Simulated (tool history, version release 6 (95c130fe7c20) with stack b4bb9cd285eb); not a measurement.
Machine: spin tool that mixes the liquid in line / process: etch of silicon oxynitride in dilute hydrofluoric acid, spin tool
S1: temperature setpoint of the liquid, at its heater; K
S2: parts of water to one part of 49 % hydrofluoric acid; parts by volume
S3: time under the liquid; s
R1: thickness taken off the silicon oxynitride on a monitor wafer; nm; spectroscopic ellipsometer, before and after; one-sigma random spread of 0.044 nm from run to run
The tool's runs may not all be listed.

run,hour,S1,S2,S3,R1
1,0,294.15,65,80,6.5066
2,5,294.15,50,80,8.6171
3,5.6,297.65,50,80,10.246
4,8.1,297.15,50,80,9.9773
5,9.9,297.15,50,80,9.9986
6,18.4,297.15,50,60,7.5293
7,21.8,301.15,50,60,9.102
8,27,301.65,50,60,9.2717
9,34.9,302.15,50,60,9.5009
10,40.4,302.15,50,65,10.328

Run 11 is up next; what results do you expect?
11,46.8,301.65,50,65,?

R1: 10.062 nm
